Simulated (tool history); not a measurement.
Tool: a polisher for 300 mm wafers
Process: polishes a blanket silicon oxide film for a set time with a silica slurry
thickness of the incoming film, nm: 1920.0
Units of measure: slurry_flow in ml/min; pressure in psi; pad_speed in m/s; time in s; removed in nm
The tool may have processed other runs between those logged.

run  hour  slurry_flow  pressure  pad_speed  slurry_solids  time  removed
  1   0.0          285       4.5       1.52            1.0    66   281.23
  2   6.4          285       4.5       1.76            1.0    66   315.32
  3   9.0          285       4.5       1.46            1.0    66   274.53
  4  10.9          285       5.1       1.48            1.0    66   304.27
  5  14.8          330       5.1       1.48            1.0    66   302.85
  6  23.0          260       5.1       1.48            1.0    66   293.99
  7  25.8          270       5.8       1.54            1.0    66   332.02

What does the tool deliver on the next run?
  8  34.0          275       6.2       1.62            1.0    66        ?

{"run 8": {"removed": 364.72}}

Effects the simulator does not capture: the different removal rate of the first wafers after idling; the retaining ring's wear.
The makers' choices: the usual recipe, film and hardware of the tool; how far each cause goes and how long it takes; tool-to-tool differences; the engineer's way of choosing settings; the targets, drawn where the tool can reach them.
